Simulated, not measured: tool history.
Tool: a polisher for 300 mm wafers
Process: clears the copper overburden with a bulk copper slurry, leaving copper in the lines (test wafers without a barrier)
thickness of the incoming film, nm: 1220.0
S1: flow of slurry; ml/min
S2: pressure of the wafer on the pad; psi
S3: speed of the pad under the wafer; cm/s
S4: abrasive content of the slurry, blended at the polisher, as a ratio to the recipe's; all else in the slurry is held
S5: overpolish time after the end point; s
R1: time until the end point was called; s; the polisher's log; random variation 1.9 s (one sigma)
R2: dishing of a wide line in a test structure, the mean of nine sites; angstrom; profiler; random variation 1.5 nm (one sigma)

{"run": 1, "hour": 0.0, "S1": 215, "S2": 3.4, "S3": 88, "S4": 1, "S5": 28, "R1": 136.46, "R2": 1144.3}
{"run": 2, "hour": 3.6, "S1": 215, "S2": 3.4, "S3": 88, "S4": 1, "S5": 21, "R1": 131.81, "R2": 988.3}
{"run": 3, "hour": 11.9, "S1": 215, "S2": 3.8, "S3": 88, "S4": 1, "S5": 24, "R1": 121.06, "R2": 1182.4}
{"run": 4, "hour": 15.4, "S1": 215, "S2": 4, "S3": 88, "S4": 1, "S5": 25, "R1": 113.9, "R2": 1229}
{"run": 5, "hour": 23.7, "S1": 175, "S2": 4, "S3": 88, "S4": 1, "S5": 25, "R1": 118.28, "R2": 1196.2}
{"run": 6, "hour": 27.7, "S1": 175, "S2": 4, "S3": 88, "S4": 0.85, "S5": 25, "R1": 119.02, "R2": 1169.7}
{"run": 7, "hour": 30.2, "S1": 185, "S2": 4.2, "S3": 88, "S4": 0.85, "S5": 27, "R1": 114.04, "R2": 1266.2}
{"run": 8, "hour": 34.2, "S1": 190, "S2": 4.3, "S3": 88, "S4": 0.85, "S5": 28, "R1": 112.07, "R2": 1319.2}

The next listed run, before its measurement:
{"run": 9, "hour": 36.1, "S1": 195, "S2": 4.4, "S3": 88, "S4": 0.85, "S5": 29, "R1": "?", "R2": "?"}

Run 9 gave R1 109.18 s, R2 1354.4 angstrom.

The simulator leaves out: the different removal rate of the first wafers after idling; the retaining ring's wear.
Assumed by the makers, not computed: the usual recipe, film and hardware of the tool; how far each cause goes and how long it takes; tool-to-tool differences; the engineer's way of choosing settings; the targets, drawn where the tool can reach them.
